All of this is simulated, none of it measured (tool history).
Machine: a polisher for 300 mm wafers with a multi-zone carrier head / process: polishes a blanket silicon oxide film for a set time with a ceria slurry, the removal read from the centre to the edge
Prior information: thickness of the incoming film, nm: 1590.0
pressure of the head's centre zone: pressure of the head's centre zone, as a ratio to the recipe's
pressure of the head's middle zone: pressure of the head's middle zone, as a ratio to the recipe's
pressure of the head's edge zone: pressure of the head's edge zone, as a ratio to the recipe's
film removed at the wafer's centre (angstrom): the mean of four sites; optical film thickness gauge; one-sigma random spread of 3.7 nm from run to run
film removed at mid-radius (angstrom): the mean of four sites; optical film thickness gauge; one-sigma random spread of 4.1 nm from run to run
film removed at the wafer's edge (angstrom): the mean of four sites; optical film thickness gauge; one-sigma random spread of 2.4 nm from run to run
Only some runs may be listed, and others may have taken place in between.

run  hour  flow of slurry (ml/min)  pressure of the head's centre zone  pressure of the head's middle zone  pressure of the head's edge zone  polishing time (s)  film removed at the wafer's centre (angstrom)  film removed at mid-radius (angstrom)  film removed at the wafer's edge (angstrom)
  1   0.0                      130                                1.00                                1.00                              1.00                  66                                         1995.0                                 2036.3                                       2029.6
  2   3.2                      130                                1.00                                1.03                              1.00                  66                                         1983.9                                 2080.6                                       2019.7
  3  11.3                      130                                1.00                                1.03                              1.06                  66                                         2044.6                                 2054.0                                       2076.3
  4  16.9                      130                                1.03                                1.03                              1.06                  66                                         2010.2                                 2046.1                                       2088.4
  5  23.7                      130                                1.03                                1.03                              1.06                  79                                         2404.6                                 2504.9                                       2483.8
  6  29.3                      130                                0.96                                1.03                              1.06                  79                                         2283.1                                 2517.4                                       2473.9
  7  30.9                      140                                1.00                                1.02                              1.08                  80                                         2441.2                                 2524.9                                       2604.9
  8  33.6                      150                                1.03                                1.03                              1.08                  81                                         2622.9                                 2592.6                                       2617.0
  9  42.5                      155                                1.03                                1.03                              1.10                  82                                         2728.1                                 2684.0                                       2687.4
 10  44.8                      155                                1.03                                1.03                              1.10                  82                                         2693.6                                 2658.1                                       2698.8
 11  45.4                      160                                1.03                                1.03                              1.12                  83                                         2670.5                                 2677.3                                       2754.6
 12  47.2                      165                                1.05                                1.03                              1.13                  84                                         2823.0                                 2818.8                                       2837.0

The next listed run, before its measurement:
 13  48.0                      170                                1.06                                1.02                              1.13                  84                                              ?                                      ?                                            ?

film removed at the wafer's centre (angstrom): 2819.7
film removed at mid-radius (angstrom): 2772.6
film removed at the wafer's edge (angstrom): 2822.8

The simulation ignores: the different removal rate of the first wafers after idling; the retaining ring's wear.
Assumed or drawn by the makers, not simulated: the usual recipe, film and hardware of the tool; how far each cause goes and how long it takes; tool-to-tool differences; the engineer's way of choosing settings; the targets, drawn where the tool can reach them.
